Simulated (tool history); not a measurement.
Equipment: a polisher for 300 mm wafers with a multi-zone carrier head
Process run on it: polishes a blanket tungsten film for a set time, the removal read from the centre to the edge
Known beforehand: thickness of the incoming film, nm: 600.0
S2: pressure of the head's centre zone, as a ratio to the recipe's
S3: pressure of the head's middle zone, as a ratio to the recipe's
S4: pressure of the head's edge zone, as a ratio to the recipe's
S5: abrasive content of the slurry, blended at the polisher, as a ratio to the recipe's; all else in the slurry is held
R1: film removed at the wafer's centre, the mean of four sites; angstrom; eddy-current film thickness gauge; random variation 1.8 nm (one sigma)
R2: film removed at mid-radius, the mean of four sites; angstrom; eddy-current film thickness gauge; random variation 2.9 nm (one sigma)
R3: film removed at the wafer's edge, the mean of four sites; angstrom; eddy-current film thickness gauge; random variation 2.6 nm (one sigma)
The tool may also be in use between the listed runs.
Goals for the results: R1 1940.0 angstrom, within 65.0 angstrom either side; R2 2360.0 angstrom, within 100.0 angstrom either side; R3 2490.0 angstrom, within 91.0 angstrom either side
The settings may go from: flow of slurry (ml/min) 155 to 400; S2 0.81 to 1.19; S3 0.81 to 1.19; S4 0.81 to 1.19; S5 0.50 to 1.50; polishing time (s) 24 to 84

run 1 hour=0.0 | flow_of_slurry_(ml/min)=255 S2=1.00 S3=1.00 S4=1.00 S5=1.00 polishing_time_(s)=54 | R1=1772.5 R2=1776.9 R3=1821.8
run 2 hour=8.1 | flow_of_slurry_(ml/min)=255 S2=0.98 S3=1.01 S4=1.02 S5=1.05 polishing_time_(s)=55 | R1=1779.4 R2=1870.7 R3=1883.3
run 3 hour=12.8 | flow_of_slurry_(ml/min)=255 S2=0.96 S3=1.00 S4=1.04 S5=1.10 polishing_time_(s)=56 | R1=1834.6 R2=1903.7 R3=1969.7
run 4 hour=17.4 | flow_of_slurry_(ml/min)=255 S2=0.94 S3=1.01 S4=1.06 S5=1.15 polishing_time_(s)=57 | R1=1792.7 R2=1939.7 R3=2017.1
run 5 hour=19.4 | flow_of_slurry_(ml/min)=255 S2=0.94 S3=0.97 S4=1.06 S5=1.15 polishing_time_(s)=57 | R1=1813.4 R2=1904.6 R3=2039.9
run 6 hour=20.9 | flow_of_slurry_(ml/min)=255 S2=1.00 S3=0.97 S4=1.06 S5=1.15 polishing_time_(s)=57 | R1=1939.0 R2=1896.4 R3=2001.0
run 7 hour=26.1 | flow_of_slurry_(ml/min)=260 S2=0.98 S3=0.98 S4=1.07 S5=1.20 polishing_time_(s)=58 | R1=1963.2 R2=1988.0 R3=2087.1
run 8 hour=34.6 | flow_of_slurry_(ml/min)=265 S2=0.96 S3=0.99 S4=1.08 S5=1.25 polishing_time_(s)=58 | R1=1923.5 R2=1993.4 R3=2151.0
run 9 hour=43.3 | flow_of_slurry_(ml/min)=270 S2=0.95 S3=1.01 S4=1.09 S5=1.30 polishing_time_(s)=58 | R1=1911.3 R2=2062.4 R3=2182.0
run 10 hour=50.5 | flow_of_slurry_(ml/min)=275 S2=0.94 S3=1.02 S4=1.10 S5=1.35 polishing_time_(s)=58 | R1=1890.4 R2=2107.7 R3=2231.7

Consider the 5 candidate settings below. Which is the only one whose results all fall within their allowed miss of target?
run A hour=57.7 | flow_of_slurry_(ml/min)=245 S2=0.83 S3=1.07 S4=1.00 S5=1.50 polishing_time_(s)=61 | R1=? R2=? R3=?
run B hour=57.7 | flow_of_slurry_(ml/min)=300 S2=0.89 S3=0.83 S4=1.03 S5=1.35 polishing_time_(s)=68 | R1=? R2=? R3=?
run C hour=57.7 | flow_of_slurry_(ml/min)=325 S2=0.84 S3=0.82 S4=1.19 S5=1.40 polishing_time_(s)=68 | R1=? R2=? R3=?
run D hour=57.7 | flow_of_slurry_(ml/min)=275 S2=0.86 S3=1.04 S4=1.15 S5=1.40 polishing_time_(s)=63 | R1=? R2=? R3=?
run E hour=57.7 | flow_of_slurry_(ml/min)=255 S2=0.92 S3=0.97 S4=1.15 S5=1.35 polishing_time_(s)=60 | R1=? R2=? R3=?

move=A R1=1785.6 R2=2365.7 R3=2224.5
move=B R1=2121.0 R2=2120.2 R3=2495.3
move=C R1=2031.6 R2=2130.6 R3=2721.1
move=D R1=1901.8 R2=2370.2 R3=2444.0
move=E R1=1907.8 R2=2097.1 R3=2299.0
A: neither nearer nor further off than the last run
B: meets the target for the result that was furthest off, but another lies outside its allowed miss
C: pushes the last run's worst result past its target
D: in spec on every target
E: an improvement on the last run, though not all results are within tolerance
Move D is the one to make.
